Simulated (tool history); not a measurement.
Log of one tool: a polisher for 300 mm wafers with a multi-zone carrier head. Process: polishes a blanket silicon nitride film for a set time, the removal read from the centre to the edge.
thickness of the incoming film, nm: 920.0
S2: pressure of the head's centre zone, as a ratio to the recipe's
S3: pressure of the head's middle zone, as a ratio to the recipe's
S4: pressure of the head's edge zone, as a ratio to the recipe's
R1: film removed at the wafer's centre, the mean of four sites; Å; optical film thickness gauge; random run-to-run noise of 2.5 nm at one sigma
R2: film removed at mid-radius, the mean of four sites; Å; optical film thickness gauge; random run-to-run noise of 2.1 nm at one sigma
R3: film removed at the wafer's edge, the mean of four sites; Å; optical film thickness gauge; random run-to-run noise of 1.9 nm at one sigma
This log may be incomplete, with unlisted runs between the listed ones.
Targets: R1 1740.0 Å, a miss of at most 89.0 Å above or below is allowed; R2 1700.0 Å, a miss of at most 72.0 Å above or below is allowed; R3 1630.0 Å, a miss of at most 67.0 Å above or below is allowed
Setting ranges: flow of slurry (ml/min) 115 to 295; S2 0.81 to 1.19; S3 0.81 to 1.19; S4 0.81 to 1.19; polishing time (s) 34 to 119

{"run": 1, "hour": 0.0, "flow of slurry (ml/min)": 190, "S2": 1.0, "S3": 1.0, "S4": 1.0, "polishing time (s)": 76, "R1": 2505.6, "R2": 2470.5, "R3": 2423.8}
{"run": 2, "hour": 3.8, "flow of slurry (ml/min)": 190, "S2": 1.0, "S3": 0.99, "S4": 0.98, "polishing time (s)": 72, "R1": 2421.3, "R2": 2291.7, "R3": 2279.1}
{"run": 3, "hour": 11.5, "flow of slurry (ml/min)": 190, "S2": 1.0, "S3": 0.92, "S4": 0.98, "polishing time (s)": 72, "R1": 2382.5, "R2": 2176.1, "R3": 2261.5}
{"run": 4, "hour": 19.3, "flow of slurry (ml/min)": 190, "S2": 1.0, "S3": 0.92, "S4": 1.01, "polishing time (s)": 72, "R1": 2390.7, "R2": 2187.8, "R3": 2279.3}
{"run": 5, "hour": 27.5, "flow of slurry (ml/min)": 190, "S2": 0.99, "S3": 0.93, "S4": 0.99, "polishing time (s)": 68, "R1": 2247.9, "R2": 2045.8, "R3": 2215.2}
{"run": 6, "hour": 35.9, "flow of slurry (ml/min)": 160, "S2": 0.99, "S3": 0.93, "S4": 0.99, "polishing time (s)": 68, "R1": 2154.6, "R2": 2018.9, "R3": 2169.2}
{"run": 7, "hour": 37.2, "flow of slurry (ml/min)": 165, "S2": 0.99, "S3": 0.95, "S4": 0.97, "polishing time (s)": 64, "R1": 2002.9, "R2": 1959.0, "R3": 2005.3}
{"run": 8, "hour": 38.5, "flow of slurry (ml/min)": 165, "S2": 1.0, "S3": 0.95, "S4": 0.95, "polishing time (s)": 62, "R1": 2001.8, "R2": 1884.4, "R3": 1946.7}
{"run": 9, "hour": 46.9, "flow of slurry (ml/min)": 165, "S2": 1.0, "S3": 0.96, "S4": 0.93, "polishing time (s)": 60, "R1": 1917.9, "R2": 1858.9, "R3": 1856.3}
{"run": 10, "hour": 48.3, "flow of slurry (ml/min)": 165, "S2": 1.0, "S3": 0.96, "S4": 0.93, "polishing time (s)": 60, "R1": 1964.0, "R2": 1814.6, "R3": 1819.7}
{"run": 11, "hour": 49.1, "flow of slurry (ml/min)": 165, "S2": 1.0, "S3": 0.96, "S4": 0.93, "polishing time (s)": 60, "R1": 2012.5, "R2": 1805.4, "R3": 1823.4}
{"run": 12, "hour": 52.6, "flow of slurry (ml/min)": 160, "S2": 0.99, "S3": 0.97, "S4": 0.92, "polishing time (s)": 59, "R1": 1893.6, "R2": 1852.7, "R3": 1806.9}
{"run": 13, "hour": 57.7, "flow of slurry (ml/min)": 160, "S2": 0.99, "S3": 0.96, "S4": 0.91, "polishing time (s)": 58, "R1": 1908.5, "R2": 1759.2, "R3": 1748.1}

Of the 5 settings listed for the next run, only one would bring every result within its allowed miss of target. Which one?
{"run": "A", "hour": 62.8, "flow of slurry (ml/min)": 130, "S2": 1.02, "S3": 0.9, "S4": 1.04, "polishing time (s)": 61, "R1": "?", "R2": "?", "R3": "?"}
{"run": "B", "hour": 62.8, "flow of slurry (ml/min)": 155, "S2": 1.04, "S3": 1.04, "S4": 0.97, "polishing time (s)": 52, "R1": "?", "R2": "?", "R3": "?"}
{"run": "C", "hour": 62.8, "flow of slurry (ml/min)": 170, "S2": 1.01, "S3": 0.89, "S4": 0.92, "polishing time (s)": 62, "R1": "?", "R2": "?", "R3": "?"}
{"run": "D", "hour": 62.8, "flow of slurry (ml/min)": 210, "S2": 1.09, "S3": 0.92, "S4": 0.83, "polishing time (s)": 58, "R1": "?", "R2": "?", "R3": "?"}
{"run": "E", "hour": 62.8, "flow of slurry (ml/min)": 120, "S2": 0.89, "S3": 0.97, "S4": 1.02, "polishing time (s)": 62, "R1": "?", "R2": "?", "R3": "?"}

move=A R1=1893.2 R2=1738.9 R3=1988.5
move=B R1=1691.0 R2=1712.8 R3=1663.2
move=C R1=1981.0 R2=1813.1 R3=1954.5
move=D R1=2057.2 R2=1786.1 R3=1776.1
move=E R1=1657.1 R2=1862.2 R3=1984.5
A: lands further from the targets than the last run did
B: every result lands within tolerance
C: lands further from the targets than the last run did
D: lands further from the targets than the last run did
E: gets the furthest-off result to its target, but another result is out of tolerance
Answer: B
